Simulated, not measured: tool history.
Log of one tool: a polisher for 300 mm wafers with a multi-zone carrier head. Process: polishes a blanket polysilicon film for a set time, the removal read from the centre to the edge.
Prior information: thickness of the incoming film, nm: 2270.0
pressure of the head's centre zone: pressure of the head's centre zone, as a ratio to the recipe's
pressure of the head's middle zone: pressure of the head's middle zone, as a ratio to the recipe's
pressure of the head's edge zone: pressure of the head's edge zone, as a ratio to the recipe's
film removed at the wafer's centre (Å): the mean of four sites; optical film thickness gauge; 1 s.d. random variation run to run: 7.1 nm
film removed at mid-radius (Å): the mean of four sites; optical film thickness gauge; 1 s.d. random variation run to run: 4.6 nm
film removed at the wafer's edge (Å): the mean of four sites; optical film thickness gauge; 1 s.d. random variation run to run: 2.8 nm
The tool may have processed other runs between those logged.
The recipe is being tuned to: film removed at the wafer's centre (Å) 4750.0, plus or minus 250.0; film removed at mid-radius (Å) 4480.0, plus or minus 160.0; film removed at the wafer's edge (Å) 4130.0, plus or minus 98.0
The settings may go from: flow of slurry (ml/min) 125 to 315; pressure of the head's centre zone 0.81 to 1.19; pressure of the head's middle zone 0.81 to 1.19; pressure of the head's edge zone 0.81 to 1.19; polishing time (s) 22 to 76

run,hour,flow of slurry (ml/min),pressure of the head's centre zone,pressure of the head's middle zone,pressure of the head's edge zone,polishing time (s),film removed at the wafer's centre (Å),film removed at mid-radius (Å),film removed at the wafer's edge (Å)
1,0.0,205,1.00,1.00,1.00,49,3598.1,3576.2,3642.0
2,6.6,210,1.02,1.02,1.01,49,3719.0,3610.2,3625.9
3,14.4,210,0.97,1.02,1.01,49,3518.9,3583.1,3612.1
4,19.6,210,0.97,1.02,0.93,49,3552.0,3632.6,3491.5
5,28.3,190,0.97,1.02,0.93,49,3441.7,3616.0,3462.0
6,29.7,190,0.97,1.02,0.93,58,4053.1,4195.0,4039.4
7,35.7,195,0.98,1.02,0.93,58,4095.3,4300.7,4154.4
8,40.9,200,0.99,1.02,0.92,58,4232.2,4253.9,4027.5
9,46.6,200,0.99,1.02,0.92,58,4249.9,4313.0,4114.7
10,54.7,205,1.00,1.02,0.92,58,4253.8,4300.9,4083.7

Pick the move, out of 4, that brings all results within their allowed miss; only one does.
A,62.8,215,1.05,0.97,0.94,56,?,?,?
B,62.8,180,0.85,1.14,0.95,58,?,?,?
C,62.8,270,0.96,1.00,0.95,56,?,?,?
D,62.8,215,1.07,1.04,0.89,59,?,?,?

move,film removed at the wafer's centre (Å),film removed at mid-radius (Å),film removed at the wafer's edge (Å)
A,4297.3,4061.2,4007.3
B,3485.3,4534.8,4076.0
C,4057.3,4264.1,4115.9
D,4616.0,4469.8,4113.9
A: further off than the last run
B: further off than the last run
C: further off than the last run
D: hits every target within its allowed miss
Answer: D

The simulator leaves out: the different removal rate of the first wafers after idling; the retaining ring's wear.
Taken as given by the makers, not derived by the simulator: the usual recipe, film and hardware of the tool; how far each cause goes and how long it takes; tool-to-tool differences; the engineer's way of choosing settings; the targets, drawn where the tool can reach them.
